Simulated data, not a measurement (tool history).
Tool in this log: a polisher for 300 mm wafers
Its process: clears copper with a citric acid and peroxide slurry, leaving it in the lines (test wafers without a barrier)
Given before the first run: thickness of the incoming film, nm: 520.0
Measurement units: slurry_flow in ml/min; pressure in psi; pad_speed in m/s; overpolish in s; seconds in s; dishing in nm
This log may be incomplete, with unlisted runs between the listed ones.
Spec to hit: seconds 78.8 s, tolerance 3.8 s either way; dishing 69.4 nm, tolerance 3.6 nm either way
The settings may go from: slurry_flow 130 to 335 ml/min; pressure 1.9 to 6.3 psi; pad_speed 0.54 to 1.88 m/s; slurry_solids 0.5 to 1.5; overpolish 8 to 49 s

Run 1, hour 0: slurry_flow 215 ml/min, pressure 4.1 psi, pad_speed 1.2 m/s, slurry_solids 1, overpolish 25 s. Result: seconds 140.52 s, dishing 44.621 nm.
Run 2, hour 0.7: slurry_flow 215 ml/min, pressure 4.1 psi, pad_speed 1.2 m/s, slurry_solids 1, overpolish 16 s. Result: seconds 143.37 s, dishing 33.963 nm.
Run 3, hour 5: slurry_flow 215 ml/min, pressure 4.1 psi, pad_speed 1.2 m/s, slurry_solids 1.1, overpolish 16 s. Result: seconds 136.43 s, dishing 35.104 nm.
Run 4, hour 5.7: slurry_flow 215 ml/min, pressure 4.1 psi, pad_speed 1.2 m/s, slurry_solids 1, overpolish 16 s. Result: seconds 140.82 s, dishing 34.641 nm.
Run 5, hour 13.8: slurry_flow 215 ml/min, pressure 4.7 psi, pad_speed 1.26 m/s, slurry_solids 1, overpolish 20 s. Result: seconds 119.46 s, dishing 44.544 nm.
Run 6, hour 22.3: slurry_flow 175 ml/min, pressure 4.7 psi, pad_speed 1.26 m/s, slurry_solids 1, overpolish 20 s. Result: seconds 124.91 s, dishing 42.061 nm.
Run 7, hour 26.2: slurry_flow 175 ml/min, pressure 4.7 psi, pad_speed 1.26 m/s, slurry_solids 1, overpolish 20 s. Result: seconds 126.78 s, dishing 42.924 nm.
Run 8, hour 31.5: slurry_flow 195 ml/min, pressure 5.2 psi, pad_speed 1.28 m/s, slurry_solids 1, overpolish 21 s. Result: seconds 107.33 s, dishing 48.102 nm.
Run 9, hour 38.8: slurry_flow 195 ml/min, pressure 5.2 psi, pad_speed 1.28 m/s, slurry_solids 1, overpolish 21 s. Result: seconds 107.4 s, dishing 47.53 nm.
Run 10, hour 42: slurry_flow 205 ml/min, pressure 5.6 psi, pad_speed 1.3 m/s, slurry_solids 1, overpolish 23 s. Result: seconds 101.55 s, dishing 52.579 nm.
Run 11, hour 42.8: slurry_flow 205 ml/min, pressure 5.8 psi, pad_speed 1.36 m/s, slurry_solids 1, overpolish 24 s. Result: seconds 92.557 s, dishing 56.162 nm.
Run 12, hour 47.3: slurry_flow 205 ml/min, pressure 5.8 psi, pad_speed 1.36 m/s, slurry_solids 1, overpolish 24 s. Result: seconds 93.719 s, dishing 55.32 nm.
Run 13, hour 48.2: slurry_flow 205 ml/min, pressure 6 psi, pad_speed 1.4 m/s, slurry_solids 1, overpolish 26 s. Result: seconds 88.877 s, dishing 60.269 nm.
Run 14, hour 51.7: slurry_flow 205 ml/min, pressure 6.1 psi, pad_speed 1.44 m/s, slurry_solids 1, overpolish 27 s. Result: seconds 86.038 s, dishing 60.371 nm.
Run 15, hour 60.1: slurry_flow 210 ml/min, pressure 6.2 psi, pad_speed 1.48 m/s, slurry_solids 1, overpolish 29 s. Result: seconds 80.753 s, dishing 62.57 nm.
Run 16, hour 62.9: slurry_flow 210 ml/min, pressure 6.2 psi, pad_speed 1.48 m/s, slurry_solids 1, overpolish 31 s. Result: seconds 81.471 s, dishing 62.983 nm.

Which of these 4 next moves meets every target?
Run A, hour 65.7: slurry_flow 225 ml/min, pressure 6.3 psi, pad_speed 1.62 m/s, slurry_solids 1.05, overpolish 36 s. Result: seconds ?, dishing ?.
Run B, hour 65.7: slurry_flow 230 ml/min, pressure 6.1 psi, pad_speed 1.58 m/s, slurry_solids 0.95, overpolish 38 s. Result: seconds ?, dishing ?.
Run C, hour 65.7: slurry_flow 195 ml/min, pressure 5.4 psi, pad_speed 1.74 m/s, slurry_solids 1.05, overpolish 29 s. Result: seconds ?, dishing ?.
Run D, hour 65.7: slurry_flow 225 ml/min, pressure 6.3 psi, pad_speed 1.8 m/s, slurry_solids 1, overpolish 33 s. Result: seconds ?, dishing ?.

move  seconds  dishing
   A   73.032   67.131
   B   78.821   66.742
   C   81.593   61.441
   D   68.145   66.877
A: meets the target for the result that was furthest off, but another lies outside its allowed miss
B: hits every target within its allowed miss
C: its largest miss is bigger than the last run's
D: meets the target for the result that was furthest off, but another lies outside its allowed miss
Correct choice: B, which meets every target
